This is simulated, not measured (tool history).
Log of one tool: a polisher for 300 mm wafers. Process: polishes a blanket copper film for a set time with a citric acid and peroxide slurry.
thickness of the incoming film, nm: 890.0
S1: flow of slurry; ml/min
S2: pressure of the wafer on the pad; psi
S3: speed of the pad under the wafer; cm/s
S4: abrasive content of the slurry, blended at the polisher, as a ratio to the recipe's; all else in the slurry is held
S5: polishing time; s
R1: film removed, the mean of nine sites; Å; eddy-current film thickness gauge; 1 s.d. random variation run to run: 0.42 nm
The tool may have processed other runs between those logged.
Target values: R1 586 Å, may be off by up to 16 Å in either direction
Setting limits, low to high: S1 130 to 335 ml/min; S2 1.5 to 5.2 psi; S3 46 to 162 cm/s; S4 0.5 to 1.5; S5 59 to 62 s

| run | hour | S1 | S2 | S3 | S4 | S5 | R1 |
|---|---|---|---|---|---|---|---|
| 1 | 0 | 215 | 3.3 | 104 | 1 | 59 | 1215.9 |
| 2 | 2.3 | 245 | 3.3 | 104 | 1 | 59 | 1232.5 |
| 3 | 8 | 240 | 2.7 | 98 | 1 | 59 | 968.73 |
| 4 | 14.6 | 290 | 2.7 | 98 | 1 | 59 | 987.91 |
| 5 | 22.8 | 290 | 2.1 | 98 | 1 | 59 | 777.44 |
| 6 | 28.5 | 290 | 1.9 | 96 | 1 | 59 | 703.23 |
| 7 | 32.2 | 285 | 1.8 | 96 | 1 | 59 | 659.4 |
| 8 | 38.9 | 265 | 1.7 | 96 | 1 | 59 | 635.14 |
| 9 | 40.4 | 255 | 1.5 | 94 | 1 | 59 | 540.29 |
| 10 | 47 | 270 | 1.5 | 94 | 1 | 59 | 548.94 |
| 11 | 54.5 | 280 | 1.5 | 94 | 1 | 59 | 550.97 |
| 12 | 55 | 290 | 1.5 | 94 | 1 | 59 | 543.81 |
| 13 | 59.1 | 290 | 1.8 | 94 | 1 | 59 | 659.12 |
| 14 | 60.2 | 270 | 1.8 | 94 | 1 | 59 | 658.74 |
| 15 | 68.8 | 265 | 1.7 | 94 | 1 | 59 | 611.22 |
| 16 | 71.8 | 260 | 1.7 | 94 | 1 | 59 | 613.53 |
| 17 | 73.6 | 255 | 1.7 | 94 | 1 | 59 | 612.55 |

Exercise: of the 5 proposed moves below, exactly one satisfies all targets within the stated allowed misses. Which move is it?
| A | 75.4 | 240 | 1.6 | 102 | 1.15 | 59 | ? |
| B | 75.4 | 300 | 2 | 80 | 1.1 | 60 | ? |
| C | 75.4 | 220 | 2.1 | 84 | 0.85 | 59 | ? |
| D | 75.4 | 225 | 1.5 | 104 | 1.05 | 59 | ? |
| E | 75.4 | 225 | 1.8 | 104 | 0.85 | 59 | ? |

| move | R1 |
|---|---|
| A | 643.29 |
| B | 677.2 |
| C | 644.52 |
| D | 593.27 |
| E | 657.18 |
A: lands further from the targets than the last run did
B: lands further from the targets than the last run did
C: lands further from the targets than the last run did
D: every result within its allowed miss
E: lands further from the targets than the last run did
The move that meets every target is D.
